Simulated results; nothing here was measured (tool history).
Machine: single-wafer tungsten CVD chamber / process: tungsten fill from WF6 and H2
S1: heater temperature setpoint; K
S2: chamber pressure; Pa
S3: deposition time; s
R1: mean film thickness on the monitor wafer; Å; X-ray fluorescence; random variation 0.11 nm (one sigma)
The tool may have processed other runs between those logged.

run,hour,S1,S2,S3,R1
1,0.0,658.15,3800,10.0,216.40
2,5.0,649.15,3800,10.0,185.03
3,7.1,649.15,3800,10.0,183.03
4,11.7,653.15,3813,10.0,196.97
5,17.6,653.15,3480,10.0,188.91
6,26.5,653.15,3853,10.0,199.31
7,32.6,656.15,3853,10.0,209.09
8,38.2,659.15,3853,10.0,219.78
9,43.8,661.15,3853,10.0,229.99
10,45.5,662.15,3853,10.0,232.02

What does the tool deliver on the next run?
11,48.0,663.15,3853,10.0,?

{"run 11": {"R1": 237.26}}
